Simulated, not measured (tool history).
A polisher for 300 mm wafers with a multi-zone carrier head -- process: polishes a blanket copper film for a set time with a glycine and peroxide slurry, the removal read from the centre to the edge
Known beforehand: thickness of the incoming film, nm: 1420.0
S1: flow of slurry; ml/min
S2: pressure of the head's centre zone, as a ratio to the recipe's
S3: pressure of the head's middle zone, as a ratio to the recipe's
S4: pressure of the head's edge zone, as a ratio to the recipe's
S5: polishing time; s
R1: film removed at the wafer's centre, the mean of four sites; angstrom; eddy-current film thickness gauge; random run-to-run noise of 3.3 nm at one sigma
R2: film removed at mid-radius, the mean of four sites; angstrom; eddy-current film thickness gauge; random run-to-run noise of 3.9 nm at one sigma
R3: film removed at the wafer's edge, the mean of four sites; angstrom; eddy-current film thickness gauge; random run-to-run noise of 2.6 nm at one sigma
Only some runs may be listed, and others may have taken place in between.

| run | hour | S1 | S2 | S3 | S4 | S5 | R1 | R2 | R3 |
|---|---|---|---|---|---|---|---|---|---|
| 1 | 0 | 285 | 1 | 1 | 1 | 86 | 4157.8 | 3979.9 | 4063.9 |
| 2 | 4.9 | 280 | 0.97 | 1.01 | 0.98 | 79 | 3666.1 | 3681.9 | 3733.5 |
| 3 | 13.8 | 280 | 0.96 | 1.03 | 0.96 | 73 | 3399.1 | 3511.5 | 3447.5 |
| 4 | 20.2 | 280 | 0.96 | 1.03 | 0.89 | 73 | 3365.1 | 3507.9 | 3285.1 |
| 5 | 27.9 | 280 | 0.94 | 1.04 | 0.88 | 69 | 3080.9 | 3346.8 | 3125.1 |
| 6 | 36.7 | 280 | 0.94 | 1.04 | 0.88 | 78 | 3520.8 | 3652.7 | 3579.3 |

Expected results for the next run?
| 7 | 43.1 | 280 | 0.93 | 1.05 | 0.88 | 73 | ? | ? | ? |

Run 7 produced R1 3215.9 angstrom, R2 3623.1 angstrom, R3 3263.3 angstrom.
